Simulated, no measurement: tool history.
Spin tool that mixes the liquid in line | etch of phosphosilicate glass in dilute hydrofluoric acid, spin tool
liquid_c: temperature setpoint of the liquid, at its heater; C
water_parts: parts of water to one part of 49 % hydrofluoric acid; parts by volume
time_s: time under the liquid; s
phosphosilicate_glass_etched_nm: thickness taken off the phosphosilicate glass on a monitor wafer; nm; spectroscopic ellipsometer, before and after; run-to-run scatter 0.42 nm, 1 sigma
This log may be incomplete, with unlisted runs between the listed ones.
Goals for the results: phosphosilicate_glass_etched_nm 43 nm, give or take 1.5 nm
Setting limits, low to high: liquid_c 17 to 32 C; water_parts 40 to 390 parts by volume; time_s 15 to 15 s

| run | hour | liquid_c | water_parts | time_s | phosphosilicate_glass_etched_nm |
|---|---|---|---|---|---|
| 1 | 0 | 24 | 215 | 15 | 11.906 |
| 2 | 3.8 | 24 | 215 | 15 | 11.933 |
| 3 | 5.6 | 25.5 | 215 | 15 | 12.685 |
| 4 | 9.9 | 25.5 | 215 | 15 | 12.647 |
| 5 | 15.2 | 29 | 215 | 15 | 14.27 |
| 6 | 18 | 29 | 215 | 15 | 14.518 |
| 7 | 18.5 | 30 | 165 | 15 | 20.659 |
| 8 | 24.7 | 30.5 | 135 | 15 | 26.528 |
| 9 | 26.2 | 31 | 115 | 15 | 32.813 |
| 10 | 32.7 | 31.5 | 105 | 15 | 37.479 |
| 11 | 38.5 | 31.5 | 100 | 15 | 39.818 |

Below are 4 possible settings for the next run. Only one of them brings all results inside the allowed miss of their targets. Which is it?
| A | 44.3 | 32 | 95 | 15 | ? |
| B | 44.3 | 32 | 105 | 15 | ? |
| C | 44.3 | 31 | 105 | 15 | ? |
| D | 44.3 | 31 | 100 | 15 | ? |

| move | phosphosilicate_glass_etched_nm |
|---|---|
| A | 42.745 |
| B | 38.106 |
| C | 36.729 |
| D | 38.844 |
A: hits every target within its allowed miss
B: misses by more than the last run did
C: misses by more than the last run did
D: misses by more than the last run did
So the answer is move A, the one that meets all the targets.
